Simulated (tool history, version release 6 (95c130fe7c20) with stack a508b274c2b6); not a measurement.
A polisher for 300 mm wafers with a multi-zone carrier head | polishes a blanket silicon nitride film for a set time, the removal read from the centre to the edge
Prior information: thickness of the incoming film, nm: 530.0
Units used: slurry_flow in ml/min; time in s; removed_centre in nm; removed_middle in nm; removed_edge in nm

| run | day | slurry_flow | centre_zone | middle_zone | edge_zone | time | removed_centre | removed_middle | removed_edge |
|---|---|---|---|---|---|---|---|---|---|
| 1 | 0 | 305 | 1 | 1 | 1 | 31 | 42.356 | 43.378 | 44.887 |
| 2 | 0.083 | 305 | 1.03 | 1 | 1 | 31 | 44.187 | 42.657 | 44.456 |
| 3 | 0.342 | 310 | 1.03 | 1.01 | 0.96 | 28 | 40.037 | 38.618 | 40.474 |
| 4 | 0.704 | 295 | 1.04 | 1.06 | 0.92 | 25 | 36.004 | 36.115 | 34.992 |
| 5 | 0.979 | 225 | 1.04 | 1.06 | 0.92 | 25 | 35.512 | 35.746 | 33.727 |
| 6 | 1.35 | 215 | 1.04 | 1.06 | 0.9 | 24 | 33.698 | 33.797 | 32.693 |
| 7 | 1.596 | 210 | 1.05 | 1.07 | 0.88 | 23 | 32.319 | 33.292 | 30.691 |

Run 8 has not been measured yet. What should we expect?
| 8 | 1.879 | 205 | 1.05 | 1.06 | 0.86 | 22 | ? | ? | ? |

Run 8 came out at removed_centre 31.124 nm, removed_middle 30.858 nm, removed_edge 29.273 nm.
